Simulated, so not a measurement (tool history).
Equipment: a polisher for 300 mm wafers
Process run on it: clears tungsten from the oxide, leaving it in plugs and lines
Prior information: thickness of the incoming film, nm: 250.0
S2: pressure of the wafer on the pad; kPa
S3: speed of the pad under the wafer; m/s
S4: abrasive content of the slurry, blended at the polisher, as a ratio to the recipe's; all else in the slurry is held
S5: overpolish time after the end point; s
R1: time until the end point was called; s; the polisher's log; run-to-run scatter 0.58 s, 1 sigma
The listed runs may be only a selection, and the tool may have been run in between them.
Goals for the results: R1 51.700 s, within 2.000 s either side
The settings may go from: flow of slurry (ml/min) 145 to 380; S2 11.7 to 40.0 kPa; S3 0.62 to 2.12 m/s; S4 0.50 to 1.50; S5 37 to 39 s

Run 1, hour 0.0: flow of slurry (ml/min) 245, S2 25.5 kPa, S3 1.36 m/s, S4 1.00, S5 37 s. Result: R1 40.424 s.
Run 2, hour 1.2: flow of slurry (ml/min) 245, S2 23.4 kPa, S3 1.36 m/s, S4 1.00, S5 37 s. Result: R1 43.292 s.
Run 3, hour 6.9: flow of slurry (ml/min) 245, S2 20.7 kPa, S3 1.36 m/s, S4 1.00, S5 37 s. Result: R1 48.824 s.
Run 4, hour 14.8: flow of slurry (ml/min) 245, S2 20.7 kPa, S3 1.36 m/s, S4 1.00, S5 37 s. Result: R1 48.366 s.
Run 5, hour 20.6: flow of slurry (ml/min) 245, S2 20.7 kPa, S3 1.36 m/s, S4 1.00, S5 39 s. Result: R1 47.235 s.
At hour 24.5: worn pad replaced by a new one.
Run 6, hour 24.5: flow of slurry (ml/min) 220, S2 20.7 kPa, S3 1.36 m/s, S4 1.00, S5 39 s. Result: R1 44.471 s.
Run 7, hour 29.7: flow of slurry (ml/min) 235, S2 20.7 kPa, S3 1.36 m/s, S4 1.00, S5 39 s. Result: R1 44.495 s.
Run 8, hour 36.0: flow of slurry (ml/min) 255, S2 20.0 kPa, S3 1.36 m/s, S4 1.00, S5 39 s. Result: R1 45.105 s.
Run 9, hour 44.5: flow of slurry (ml/min) 240, S2 19.3 kPa, S3 1.36 m/s, S4 1.00, S5 39 s. Result: R1 46.603 s.

Which of these 5 next moves meets every target?
Run A, hour 53.0: flow of slurry (ml/min) 225, S2 17.2 kPa, S3 1.74 m/s, S4 1.00, S5 39 s. Result: R1 ?.
Run B, hour 53.0: flow of slurry (ml/min) 190, S2 21.4 kPa, S3 1.56 m/s, S4 0.95, S5 37 s. Result: R1 ?.
Run C, hour 53.0: flow of slurry (ml/min) 205, S2 17.9 kPa, S3 1.34 m/s, S4 0.90, S5 37 s. Result: R1 ?.
Run D, hour 53.0: flow of slurry (ml/min) 275, S2 20.7 kPa, S3 1.50 m/s, S4 0.80, S5 39 s. Result: R1 ?.
Run E, hour 53.0: flow of slurry (ml/min) 265, S2 18.6 kPa, S3 1.46 m/s, S4 1.15, S5 39 s. Result: R1 ?.

move      R1
   A  41.439
   B  38.829
   C  52.075
   D  41.842
   E  43.630
A: misses by more than the last run did
B: misses by more than the last run did
C: in spec on every target
D: misses by more than the last run did
E: misses by more than the last run did
Go with C: it meets all targets.
